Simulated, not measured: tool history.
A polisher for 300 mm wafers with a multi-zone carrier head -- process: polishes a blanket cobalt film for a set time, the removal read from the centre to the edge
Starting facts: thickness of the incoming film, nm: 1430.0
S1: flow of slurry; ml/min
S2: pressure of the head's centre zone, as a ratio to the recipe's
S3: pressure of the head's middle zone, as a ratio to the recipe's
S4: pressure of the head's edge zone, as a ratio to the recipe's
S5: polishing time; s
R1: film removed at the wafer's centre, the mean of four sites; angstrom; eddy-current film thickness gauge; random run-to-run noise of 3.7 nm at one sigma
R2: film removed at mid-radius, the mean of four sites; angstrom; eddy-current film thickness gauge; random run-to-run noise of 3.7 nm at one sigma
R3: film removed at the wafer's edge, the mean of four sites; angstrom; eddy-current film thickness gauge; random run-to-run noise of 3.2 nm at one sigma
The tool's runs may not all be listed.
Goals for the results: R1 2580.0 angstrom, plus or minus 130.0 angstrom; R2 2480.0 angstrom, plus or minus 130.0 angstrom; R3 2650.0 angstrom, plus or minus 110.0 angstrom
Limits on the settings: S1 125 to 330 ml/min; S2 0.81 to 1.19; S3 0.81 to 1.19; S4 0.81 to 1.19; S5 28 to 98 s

run 1 hour=0.0 | S1=210 S2=1.00 S3=1.00 S4=1.00 S5=63 | R1=2005.2 R2=2004.8 R3=2064.9
run 2 hour=1.0 | S1=215 S2=1.01 S3=1.00 S4=1.03 S5=66 | R1=2152.8 R2=2126.7 R3=2169.7
run 3 hour=9.5 | S1=215 S2=1.01 S3=1.07 S4=1.03 S5=66 | R1=2111.3 R2=2286.7 R3=2177.0
run 4 hour=18.1 | S1=215 S2=1.01 S3=1.05 S4=1.05 S5=69 | R1=2162.6 R2=2297.3 R3=2322.5
run 5 hour=18.9 | S1=220 S2=1.03 S3=1.05 S4=1.06 S5=71 | R1=2364.0 R2=2381.8 R3=2363.7
-- hour=24.8 slurry nozzle cleaned
run 6 hour=24.8 | S1=195 S2=1.03 S3=1.05 S4=1.06 S5=71 | R1=2366.3 R2=2428.0 R3=2462.7
run 7 hour=26.5 | S1=190 S2=1.04 S3=1.05 S4=1.07 S5=71 | R1=2368.9 R2=2428.1 R3=2433.3
run 8 hour=31.8 | S1=185 S2=1.04 S3=1.04 S4=1.08 S5=72 | R1=2438.6 R2=2377.6 R3=2470.6

Exercise: of the 5 proposed moves below, exactly one satisfies all targets within the stated allowed misses. Which move is it?
run A hour=37.1 | S1=200 S2=1.11 S3=1.12 S4=1.02 S5=69 | R1=? R2=? R3=?
run B hour=37.1 | S1=125 S2=0.90 S3=0.85 S4=1.19 S5=84 | R1=? R2=? R3=?
run C hour=37.1 | S1=125 S2=0.90 S3=0.83 S4=1.19 S5=85 | R1=? R2=? R3=?
run D hour=37.1 | S1=180 S2=1.01 S3=1.04 S4=1.09 S5=72 | R1=? R2=? R3=?
run E hour=37.1 | S1=195 S2=0.98 S3=0.95 S4=1.05 S5=78 | R1=? R2=? R3=?

move=A R1=2501.9 R2=2490.2 R3=2376.9
move=B R1=2270.0 R2=2173.2 R3=2919.1
move=C R1=2296.7 R2=2156.5 R3=2954.7
move=D R1=2359.2 R2=2396.4 R3=2532.2
move=E R1=2528.8 R2=2439.4 R3=2723.4
A: the biggest miss grows against the last run
B: moves the result that the last run missed by most past its target, out the other side
C: moves the result that the last run missed by most past its target, out the other side
D: about as far from the targets as the last run
E: hits every target within its allowed miss
E meets every target.
